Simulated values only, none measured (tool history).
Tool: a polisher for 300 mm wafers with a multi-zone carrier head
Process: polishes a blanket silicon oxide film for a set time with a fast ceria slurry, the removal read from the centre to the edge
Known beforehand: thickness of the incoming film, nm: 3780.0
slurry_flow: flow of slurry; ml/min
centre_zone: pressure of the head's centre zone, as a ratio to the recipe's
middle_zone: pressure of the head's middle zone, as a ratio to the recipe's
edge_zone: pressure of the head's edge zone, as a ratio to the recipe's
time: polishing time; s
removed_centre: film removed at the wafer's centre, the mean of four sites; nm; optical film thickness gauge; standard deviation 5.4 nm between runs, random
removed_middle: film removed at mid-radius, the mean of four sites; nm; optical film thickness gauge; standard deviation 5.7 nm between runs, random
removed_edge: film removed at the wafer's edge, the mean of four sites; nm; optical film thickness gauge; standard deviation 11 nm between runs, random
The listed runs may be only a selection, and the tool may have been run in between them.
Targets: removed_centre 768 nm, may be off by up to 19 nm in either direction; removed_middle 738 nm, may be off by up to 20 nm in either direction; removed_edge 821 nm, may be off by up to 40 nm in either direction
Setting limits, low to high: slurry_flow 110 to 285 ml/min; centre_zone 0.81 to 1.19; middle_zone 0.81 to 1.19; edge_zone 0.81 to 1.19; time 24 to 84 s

run    day  slurry_flow  centre_zone  middle_zone  edge_zone  time  removed_centre  removed_middle  removed_edge
  1      0          180            1            1          1    54          1144.1          1175.6        1149.8
  2    0.1          175         0.99         0.98       0.99    52          1090.7          1119.9        1066.7
  3  0.304          175         0.99         0.98       1.02    52          1079.4          1116.4        1130.4
  4   0.45          175         0.99         0.98       1.02    63          1294.3          1343.9        1382.5
  5  0.488          190         0.99         0.98       1.02    63          1328.5            1373        1371.2
  6   0.85          190         0.99         0.98       1.02    53            1118          1151.2        1139.4
  7  0.975          185         0.98         0.96       1.02    51          1058.2          1086.5        1112.5
  8  1.129          150         0.95         0.86       0.92    36          691.25          662.76        715.86
  9  1.308          155         0.95         0.86       0.93    36             698          673.59         734.1
 10    1.4          160         0.95         0.86       0.94    36          704.14          684.14         744.5
 11  1.629          165         0.95         0.86       0.95    36          711.25          685.59        742.62
 12  1.892          170         0.95         0.86       0.96    36          710.86          684.02        728.96
 13  2.117          165         0.95         0.86       0.97    36           706.6          683.09        745.77

Exercise: of the 4 proposed moves below, exactly one satisfies all targets within the stated allowed misses. Which move is it?
  A  2.342          185         0.89         0.81       1.03    43               ?               ?             ?
  B  2.342          110         0.85         0.86       1.08    46               ?               ?             ?
  C  2.342          145            1          0.9       1.06    38               ?               ?             ?
  D  2.342          275         1.02         0.96       0.81    36               ?               ?             ?

move  removed_centre  removed_middle  removed_edge
   A          807.81          790.32        945.42
   B          726.17          793.04         954.8
   C          763.58          727.44        819.02
   D          823.69          802.49        735.38
A: pushes the last run's worst result past its target
B: no nearer and no further than the last run
C: every result within its allowed miss
D: pushes the last run's worst result past its target
Move C is the one to make.

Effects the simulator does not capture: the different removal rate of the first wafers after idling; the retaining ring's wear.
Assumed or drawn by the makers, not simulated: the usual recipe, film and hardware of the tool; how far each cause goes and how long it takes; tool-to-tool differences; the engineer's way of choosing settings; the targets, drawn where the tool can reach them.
